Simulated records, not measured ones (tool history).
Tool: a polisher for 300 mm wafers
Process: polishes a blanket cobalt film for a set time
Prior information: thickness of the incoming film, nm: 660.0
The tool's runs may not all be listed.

run	hour	flow of slurry (ml/min)	pressure of the wafer on the pad (psi)	speed of the pad under the wafer (m/s)	polishing time (s)	film removed (angstrom)
1	0.0	205	1.6	0.88	29	821.85
2	8.7	205	1.6	0.68	29	630.67
3	11.3	205	1.6	0.86	29	803.49
4	16.9	205	1.6	0.86	26	725.01
5	22.5	205	1.5	0.86	26	680.86
6	25.4	205	1.5	0.86	29	744.05
7	31.1	205	1.4	0.86	29	694.89

What will run 8 give?
# hour 33.0: head pressure recalibrated
8	33.0	195	0.9	0.82	29	?

Run 8 measured film removed (angstrom) 484.10.
